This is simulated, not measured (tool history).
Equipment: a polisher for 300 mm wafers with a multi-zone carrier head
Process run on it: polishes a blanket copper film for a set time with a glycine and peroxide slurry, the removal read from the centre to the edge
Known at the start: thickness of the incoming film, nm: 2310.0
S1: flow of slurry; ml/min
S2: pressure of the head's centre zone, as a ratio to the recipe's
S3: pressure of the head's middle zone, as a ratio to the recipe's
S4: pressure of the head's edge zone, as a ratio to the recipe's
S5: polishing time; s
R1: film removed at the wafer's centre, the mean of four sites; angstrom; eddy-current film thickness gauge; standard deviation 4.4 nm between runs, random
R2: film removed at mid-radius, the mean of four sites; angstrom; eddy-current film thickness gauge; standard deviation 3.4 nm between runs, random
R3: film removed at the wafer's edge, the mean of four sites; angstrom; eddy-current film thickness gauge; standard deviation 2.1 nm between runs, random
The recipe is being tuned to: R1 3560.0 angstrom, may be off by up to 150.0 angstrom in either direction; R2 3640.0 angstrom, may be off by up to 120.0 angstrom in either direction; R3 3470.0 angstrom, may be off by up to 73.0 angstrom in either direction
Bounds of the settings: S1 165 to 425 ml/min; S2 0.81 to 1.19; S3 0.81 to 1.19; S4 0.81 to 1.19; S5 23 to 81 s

Run 1, hour 0.0: S1 275 ml/min, S2 1.00, S3 1.00, S4 1.00, S5 52 s. Result: R1 2302.6 angstrom, R2 2361.7 angstrom, R3 2444.2 angstrom.
Run 2, hour 7.2: S1 285 ml/min, S2 1.02, S3 1.03, S4 1.02, S5 54 s. Result: R1 2460.1 angstrom, R2 2552.0 angstrom, R3 2528.3 angstrom.
Run 3, hour 12.7: S1 285 ml/min, S2 1.02, S3 1.03, S4 1.02, S5 48 s. Result: R1 2206.5 angstrom, R2 2254.9 angstrom, R3 2273.6 angstrom.
Run 4, hour 21.3: S1 285 ml/min, S2 1.02, S3 1.03, S4 1.02, S5 54 s. Result: R1 2468.8 angstrom, R2 2547.6 angstrom, R3 2562.2 angstrom.
Run 5, hour 21.9: S1 285 ml/min, S2 1.02, S3 1.03, S4 1.02, S5 47 s. Result: R1 2161.1 angstrom, R2 2227.8 angstrom, R3 2227.1 angstrom.
Run 6, hour 25.7: S1 290 ml/min, S2 1.03, S3 1.04, S4 1.04, S5 50 s. Result: R1 2317.7 angstrom, R2 2343.3 angstrom, R3 2398.4 angstrom.
Run 7, hour 27.4: S1 295 ml/min, S2 1.04, S3 1.06, S4 1.05, S5 53 s. Result: R1 2476.4 angstrom, R2 2571.4 angstrom, R3 2541.1 angstrom.
Run 8, hour 31.5: S1 300 ml/min, S2 1.05, S3 1.07, S4 1.07, S5 55 s. Result: R1 2595.2 angstrom, R2 2671.0 angstrom, R3 2667.1 angstrom.

Next run, 4 choices. One meets every target within its allowed miss, the rest don't. Which?
Run A, hour 35.6: S1 280 ml/min, S2 0.99, S3 1.14, S4 1.08, S5 72 s. Result: R1 ?, R2 ?, R3 ?.
Run B, hour 35.6: S1 295 ml/min, S2 1.19, S3 0.81, S4 1.19, S5 56 s. Result: R1 ?, R2 ?, R3 ?.
Run C, hour 35.6: S1 310 ml/min, S2 1.19, S3 1.18, S4 0.90, S5 73 s. Result: R1 ?, R2 ?, R3 ?.
Run D, hour 35.6: S1 340 ml/min, S2 1.10, S3 1.14, S4 1.08, S5 70 s. Result: R1 ?, R2 ?, R3 ?.

move      R1      R2      R3
   A  3239.1  3726.8  3487.5
   B  3045.5  2273.9  2874.5
   C  4001.8  3918.4  3265.4
   D  3579.4  3693.5  3442.4
A: the worst result of the last run now meets its target, but another is out of spec
B: just as far off the targets as the last run
C: nearer than the last run, and not there yet
D: each result inside its tolerance
Correct choice: D, which meets every target
